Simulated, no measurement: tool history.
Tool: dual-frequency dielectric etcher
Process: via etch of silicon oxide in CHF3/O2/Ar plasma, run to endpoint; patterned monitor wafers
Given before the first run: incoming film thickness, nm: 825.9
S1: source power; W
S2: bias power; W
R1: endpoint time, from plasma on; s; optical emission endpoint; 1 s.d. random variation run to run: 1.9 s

Run 1, hour 0.0: S1 890 W, S2 151 W. Result: R1 350.28 s.
Run 2, hour 4.8: S1 970 W, S2 160 W. Result: R1 324.82 s.
Run 3, hour 13.3: S1 1020 W, S2 162 W. Result: R1 317.34 s.
Run 4, hour 15.3: S1 1110 W, S2 162 W. Result: R1 300.48 s.
Run 5, hour 20.0: S1 1040 W, S2 162 W. Result: R1 310.60 s.
At hour 21.2: bias power generator calibrated.
Run 6, hour 21.2: S1 1080 W, S2 163 W. Result: R1 305.92 s.
Run 7, hour 28.0: S1 1110 W, S2 165 W. Result: R1 304.96 s.

Run 8 comes next. What will it give?
Run 8, hour 29.5: S1 1140 W, S2 169 W. Result: R1 ?.

For run 8 the tool returned R1 295.69 s.
